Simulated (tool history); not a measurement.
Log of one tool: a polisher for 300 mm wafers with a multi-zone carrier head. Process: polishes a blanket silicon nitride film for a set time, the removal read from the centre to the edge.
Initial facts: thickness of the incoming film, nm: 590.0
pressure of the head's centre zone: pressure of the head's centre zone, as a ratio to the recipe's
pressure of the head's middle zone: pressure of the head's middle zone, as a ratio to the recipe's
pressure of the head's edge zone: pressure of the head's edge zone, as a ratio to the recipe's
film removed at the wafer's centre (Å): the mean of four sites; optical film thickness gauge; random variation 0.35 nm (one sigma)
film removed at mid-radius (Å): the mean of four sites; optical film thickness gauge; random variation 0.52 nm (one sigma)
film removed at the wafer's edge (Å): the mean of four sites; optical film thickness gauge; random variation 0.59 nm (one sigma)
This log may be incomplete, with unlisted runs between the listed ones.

run	day	flow of slurry (ml/min)	pressure of the head's centre zone	pressure of the head's middle zone	pressure of the head's edge zone	polishing time (s)	film removed at the wafer's centre (Å)	film removed at mid-radius (Å)	film removed at the wafer's edge (Å)
1	0	260	1	1	1	67	729.54	720.62	732.55
2	0.25	260	0.92	1	1	67	676.69	717.22	728.69
3	0.454	260	0.92	1.08	1	67	677.78	774.51	740.11
4	0.825	260	0.92	1.08	1.05	67	678.04	763.28	760.48
5	0.862	230	0.92	1.08	1.05	67	660.26	753.01	726.84
6	1.142	220	0.91	1.02	1.06	60	590.22	623.29	654.24

Run 7 comes next. What will it give?
7	1.354	205	0.9	0.99	1.04	56	?	?	?

{"run 7": {"film removed at the wafer's centre (Å)": 534.58, "film removed at mid-radius (Å)": 584.48, "film removed at the wafer's edge (Å)": 598.28}}
